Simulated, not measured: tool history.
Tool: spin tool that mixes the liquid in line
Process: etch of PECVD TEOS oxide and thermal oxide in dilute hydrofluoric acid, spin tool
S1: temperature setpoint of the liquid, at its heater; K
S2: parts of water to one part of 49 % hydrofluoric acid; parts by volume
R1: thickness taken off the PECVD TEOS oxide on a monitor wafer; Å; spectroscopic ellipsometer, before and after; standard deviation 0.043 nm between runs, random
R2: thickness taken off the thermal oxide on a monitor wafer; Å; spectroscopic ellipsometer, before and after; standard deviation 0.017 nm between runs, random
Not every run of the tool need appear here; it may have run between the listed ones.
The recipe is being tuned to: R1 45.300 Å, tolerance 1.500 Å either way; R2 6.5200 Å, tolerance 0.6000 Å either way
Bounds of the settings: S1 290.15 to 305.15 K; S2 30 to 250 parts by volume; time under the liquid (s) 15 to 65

run 1 hour=0.0 | S1=297.15 S2=140 time_under_the_liquid_(s)=35 | R1=69.838 R2=9.5823
run 2 hour=9.0 | S1=300.15 S2=140 time_under_the_liquid_(s)=35 | R1=76.713 R2=11.1580
run 3 hour=10.6 | S1=300.15 S2=140 time_under_the_liquid_(s)=40 | R1=88.740 R2=12.1240
run 4 hour=13.5 | S1=303.15 S2=140 time_under_the_liquid_(s)=40 | R1=98.514 R2=14.4760
run 5 hour=19.1 | S1=303.15 S2=140 time_under_the_liquid_(s)=50 | R1=125.300 R2=18.0490
run 6 hour=27.6 | S1=303.15 S2=105 time_under_the_liquid_(s)=50 | R1=170.240 R2=24.8130
run 7 hour=36.2 | S1=303.15 S2=105 time_under_the_liquid_(s)=50 | R1=172.530 R2=24.9580
run 8 hour=40.4 | S1=301.15 S2=145 time_under_the_liquid_(s)=50 | R1=110.240 R2=15.7460
run 9 hour=41.6 | S1=297.15 S2=200 time_under_the_liquid_(s)=50 | R1=63.530 R2=9.1758
run 10 hour=47.0 | S1=295.15 S2=205 time_under_the_liquid_(s)=50 | R1=58.370 R2=8.3344
run 11 hour=54.9 | S1=294.15 S2=210 time_under_the_liquid_(s)=50 | R1=53.727 R2=7.5437
run 12 hour=56.3 | S1=293.65 S2=215 time_under_the_liquid_(s)=50 | R1=52.375 R2=7.0862
run 13 hour=59.9 | S1=294.15 S2=225 time_under_the_liquid_(s)=50 | R1=49.693 R2=7.1605
run 14 hour=66.5 | S1=293.65 S2=230 time_under_the_liquid_(s)=50 | R1=47.564 R2=7.0598
run 15 hour=69.2 | S1=293.15 S2=230 time_under_the_liquid_(s)=50 | R1=46.709 R2=6.5846

Consider the 5 candidate settings below. Which is the only one whose results all fall within their allowed miss of target?
run A hour=71.9 | S1=293.65 S2=245 time_under_the_liquid_(s)=55 | R1=? R2=?
run B hour=71.9 | S1=290.15 S2=90 time_under_the_liquid_(s)=20 | R1=? R2=?
run C hour=71.9 | S1=291.15 S2=245 time_under_the_liquid_(s)=60 | R1=? R2=?
run D hour=71.9 | S1=296.15 S2=235 time_under_the_liquid_(s)=45 | R1=? R2=?
run E hour=71.9 | S1=292.15 S2=250 time_under_the_liquid_(s)=60 | R1=? R2=?

move=A R1=48.814 R2=6.9184
move=B R1=49.020 R2=6.9476
move=C R1=48.431 R2=6.8641
move=D R1=46.121 R2=6.5368
move=E R1=49.089 R2=6.9575
A: misses by more than the last run did
B: misses by more than the last run did
C: misses by more than the last run did
D: hits every target within its allowed miss
E: misses by more than the last run did
So the answer is move D, the one that meets all the targets.

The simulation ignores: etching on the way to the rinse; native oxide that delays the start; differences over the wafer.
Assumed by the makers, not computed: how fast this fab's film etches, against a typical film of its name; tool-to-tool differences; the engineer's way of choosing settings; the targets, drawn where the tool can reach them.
